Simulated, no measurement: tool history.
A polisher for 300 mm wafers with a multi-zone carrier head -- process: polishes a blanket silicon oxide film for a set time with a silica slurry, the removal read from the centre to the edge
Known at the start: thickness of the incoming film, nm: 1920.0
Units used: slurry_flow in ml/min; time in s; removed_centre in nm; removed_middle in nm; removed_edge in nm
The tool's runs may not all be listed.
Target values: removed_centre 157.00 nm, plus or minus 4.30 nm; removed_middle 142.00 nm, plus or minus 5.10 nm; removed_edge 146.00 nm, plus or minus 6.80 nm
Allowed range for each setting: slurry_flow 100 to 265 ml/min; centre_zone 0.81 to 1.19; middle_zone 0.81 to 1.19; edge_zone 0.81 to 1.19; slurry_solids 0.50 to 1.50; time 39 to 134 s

run	day	slurry_flow	centre_zone	middle_zone	edge_zone	slurry_solids	time	removed_centre	removed_middle	removed_edge
1	0.000	170	1.00	1.00	1.00	1.00	86	262.10	257.52	264.00
2	0.188	170	1.00	1.07	1.00	1.00	86	262.60	266.50	255.23
3	0.429	170	1.06	1.07	1.00	1.00	86	279.08	273.17	262.29
4	0.750	170	1.01	1.07	1.00	1.00	86	262.40	267.55	269.76
5	0.900	170	1.01	1.07	1.00	0.80	86	234.55	240.37	234.59
6	1.250	170	1.04	1.07	1.00	0.80	86	243.38	241.35	232.96
7	1.412	165	1.03	1.02	0.97	0.70	80	208.80	201.61	194.58
8	1.483	155	1.00	0.96	0.94	0.65	79	185.62	173.22	187.35
9	1.804	160	1.01	0.96	0.91	0.60	76	176.60	163.29	163.72
10	1.992	150	1.00	0.94	0.88	0.60	76	168.96	161.13	159.93
11	2.133	145	1.00	0.91	0.86	0.60	76	171.90	155.28	158.04
12	2.200	140	0.99	0.90	0.85	0.60	76	167.99	152.33	154.41

Which single option among these 4 for the next run brings every result within its allowed miss of target? Just one does.
A	2.267	170	0.99	1.12	0.81	0.55	69	?	?	?
B	2.267	120	1.11	0.81	0.90	0.70	69	?	?	?
C	2.267	100	1.01	0.90	0.81	0.55	79	?	?	?
D	2.267	135	0.93	1.08	0.81	0.60	70	?	?	?

move	removed_centre	removed_middle	removed_edge
A	148.04	161.39	135.62
B	182.31	136.12	160.30
C	157.93	142.01	147.31
D	143.93	162.77	142.41
A: carries the result that was furthest off beyond its target, to the other side
B: misses by more than the last run did
C: in spec on every target
D: carries the result that was furthest off beyond its target, to the other side
Go with C: it meets all targets.
